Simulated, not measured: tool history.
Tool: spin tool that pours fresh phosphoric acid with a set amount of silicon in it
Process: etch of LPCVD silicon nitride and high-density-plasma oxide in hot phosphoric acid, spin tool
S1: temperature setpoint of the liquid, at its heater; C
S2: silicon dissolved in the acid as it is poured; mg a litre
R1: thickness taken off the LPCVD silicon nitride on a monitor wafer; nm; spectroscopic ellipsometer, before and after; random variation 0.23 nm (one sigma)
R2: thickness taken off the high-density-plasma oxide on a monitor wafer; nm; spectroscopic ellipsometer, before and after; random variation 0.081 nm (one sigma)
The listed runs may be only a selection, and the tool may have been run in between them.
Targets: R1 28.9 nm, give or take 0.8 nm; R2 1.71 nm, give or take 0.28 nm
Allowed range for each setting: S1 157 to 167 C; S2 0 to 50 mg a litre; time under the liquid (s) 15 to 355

{"run": 1, "hour": 0.0, "S1": 162, "S2": 29, "time under the liquid (s)": 180, "R1": 14.555, "R2": 0.61322}
{"run": 2, "hour": 2.3, "S1": 162, "S2": 29, "time under the liquid (s)": 135, "R1": 11.031, "R2": 0.45571}
{"run": 3, "hour": 9.7, "S1": 162, "S2": 29, "time under the liquid (s)": 175, "R1": 14.399, "R2": 0.58089}
{"run": 4, "hour": 10.7, "S1": 162.5, "S2": 28, "time under the liquid (s)": 185, "R1": 15.263, "R2": 0.66611}
{"run": 5, "hour": 15.1, "S1": 163, "S2": 27.5, "time under the liquid (s)": 195, "R1": 16.486, "R2": 0.732}
{"run": 6, "hour": 18.8, "S1": 163.5, "S2": 27, "time under the liquid (s)": 205, "R1": 17.382, "R2": 0.81641}
{"run": 7, "hour": 20.5, "S1": 163.5, "S2": 26.5, "time under the liquid (s)": 215, "R1": 18.274, "R2": 0.84205}
{"run": 8, "hour": 24.5, "S1": 163.5, "S2": 25.5, "time under the liquid (s)": 225, "R1": 19.076, "R2": 0.98375}
{"run": 9, "hour": 26.6, "S1": 163.5, "S2": 25.5, "time under the liquid (s)": 235, "R1": 20.157, "R2": 1.0079}
{"hour": 31.6, "done": "thermometer replaced"}
{"run": 10, "hour": 31.6, "S1": 164, "S2": 25, "time under the liquid (s)": 240, "R1": 21.624, "R2": 1.0498}
{"run": 11, "hour": 32.6, "S1": 164, "S2": 25, "time under the liquid (s)": 240, "R1": 21.482, "R2": 1.1257}

Below are 4 possible settings for the next run. Only one of them brings all results inside the allowed miss of their targets. Which is it?
{"run": "A", "hour": 33.6, "S1": 166.5, "S2": 24, "time under the liquid (s)": 295, "R1": "?", "R2": "?"}
{"run": "B", "hour": 33.6, "S1": 161.5, "S2": 13.5, "time under the liquid (s)": 295, "R1": "?", "R2": "?"}
{"run": "C", "hour": 33.6, "S1": 163.5, "S2": 31, "time under the liquid (s)": 325, "R1": "?", "R2": "?"}
{"run": "D", "hour": 33.6, "S1": 164.5, "S2": 10, "time under the liquid (s)": 295, "R1": "?", "R2": "?"}

move=A R1=28.898 R2=1.7258
move=B R1=24.506 R2=1.6058
move=C R1=28.852 R2=1.1845
move=D R1=27.066 R2=2.1681
A: every result within its allowed miss
B: moves toward the targets from the last run without getting all of them in spec
C: meets the target for the result that was furthest off, but another lies outside its allowed miss
D: moves toward the targets from the last run without getting all of them in spec
Move A is the one to make.
